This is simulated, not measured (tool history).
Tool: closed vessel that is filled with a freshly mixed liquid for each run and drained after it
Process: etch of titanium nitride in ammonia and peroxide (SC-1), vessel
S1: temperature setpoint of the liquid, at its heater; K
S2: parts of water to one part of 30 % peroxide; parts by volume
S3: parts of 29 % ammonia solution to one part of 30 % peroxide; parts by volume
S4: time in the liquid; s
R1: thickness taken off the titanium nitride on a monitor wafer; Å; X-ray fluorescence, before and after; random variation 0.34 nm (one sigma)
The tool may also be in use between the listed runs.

run	day	S1	S2	S3	S4	R1
1	0	324.15	29.5	0.9	2320	660.79
2	0.204	324.65	29.5	0.9	2320	685.7
3	0.525	324.65	29.5	1.05	2320	704.32
4	0.638	325.15	29.5	1.05	2320	724.31
5	1.033	325.15	39.5	1.05	2320	615.48
6	1.138	325.15	39.5	1.05	2475	659.18

Run 7 comes next. What will it give?
7	1.288	325.65	39.5	1.05	2475	?

{"run 7": {"R1": 682.5}}

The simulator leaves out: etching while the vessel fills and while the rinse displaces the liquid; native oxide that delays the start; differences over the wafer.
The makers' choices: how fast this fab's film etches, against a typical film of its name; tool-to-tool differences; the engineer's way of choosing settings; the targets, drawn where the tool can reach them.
